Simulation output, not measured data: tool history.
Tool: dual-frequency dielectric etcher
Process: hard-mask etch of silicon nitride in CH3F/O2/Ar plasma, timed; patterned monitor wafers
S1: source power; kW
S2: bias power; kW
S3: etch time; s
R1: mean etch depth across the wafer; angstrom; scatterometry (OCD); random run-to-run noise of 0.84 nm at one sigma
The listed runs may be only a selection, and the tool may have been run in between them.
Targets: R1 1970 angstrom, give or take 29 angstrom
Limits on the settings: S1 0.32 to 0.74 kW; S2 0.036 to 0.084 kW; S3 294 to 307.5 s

run	hour	S1	S2	S3	R1
1	0	0.53	0.06	294	2237.7
2	4.8	0.53	0.07	294	2325.9
3	8.6	0.49	0.069	294	2243.6
4	9.9	0.46	0.069	294	2176.1
5	14.2	0.44	0.069	294	2148.8
6	17.6	0.44	0.069	294	2127.1
7	25.9	0.44	0.069	294	2137.1
8	31.8	0.42	0.069	294	2078.4
9	37	0.41	0.069	294	2048.8
10	45.4	0.4	0.069	294	2022.3
11	50	0.39	0.069	294	2008.9

Of the 5 settings listed for the next run, only one would bring every result within its allowed miss of target. Which one?
A	54.6	0.36	0.068	301	?
B	54.6	0.38	0.063	294.5	?
C	54.6	0.36	0.064	294	?
D	54.6	0.33	0.067	305.5	?
E	54.6	0.38	0.074	299.5	?

move	R1
A	1954.4
B	1919.2
C	1872.5
D	1885.8
E	2054.7
A: every result within its allowed miss
B: carries the result that was furthest off beyond its target, to the other side
C: carries the result that was furthest off beyond its target, to the other side
D: carries the result that was furthest off beyond its target, to the other side
E: the biggest miss grows against the last run
Move A is the one to make.
